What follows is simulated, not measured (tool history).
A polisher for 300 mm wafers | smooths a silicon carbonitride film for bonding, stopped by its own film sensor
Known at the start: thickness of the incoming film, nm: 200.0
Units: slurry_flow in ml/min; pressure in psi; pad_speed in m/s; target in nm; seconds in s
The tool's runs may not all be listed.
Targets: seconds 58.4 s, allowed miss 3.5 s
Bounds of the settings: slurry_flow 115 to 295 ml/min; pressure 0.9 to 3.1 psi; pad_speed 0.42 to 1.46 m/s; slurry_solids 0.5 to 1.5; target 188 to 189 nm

run	hour	slurry_flow	pressure	pad_speed	slurry_solids	target	seconds
1	0	190	2	0.94	1	188	45.43
2	1.6	190	2	0.94	1	189	39.808
3	6.9	190	2	0.94	1.1	189	39.346
4	7.5	190	1.9	0.94	1.1	189	40.913
5	11.9	190	1.9	0.94	0.95	189	42.317
6	16.3	165	1.9	0.94	0.95	189	42.714
7	23.2	165	1.8	0.92	0.95	189	44.312
8	24.6	165	1.7	0.9	0.95	189	47.232
9	30.8	165	1.7	0.9	0.95	189	48.727

5 next moves are on the table. One of them brings every result within its allowed miss. Which?
A	37	170	1.8	0.84	0.95	188	?
B	37	170	2	0.94	0.95	189	?
C	37	170	1.6	0.84	0.8	188	?
D	37	190	2.4	0.86	0.95	189	?
E	37	115	2.2	0.72	0.9	189	?

move	seconds
A	52.651
B	41.802
C	60.534
D	37.133
E	47.591
A: nearer than the last run, and not there yet
B: further off than the last run
C: meets every target
D: further off than the last run
E: further off than the last run
Answer: C
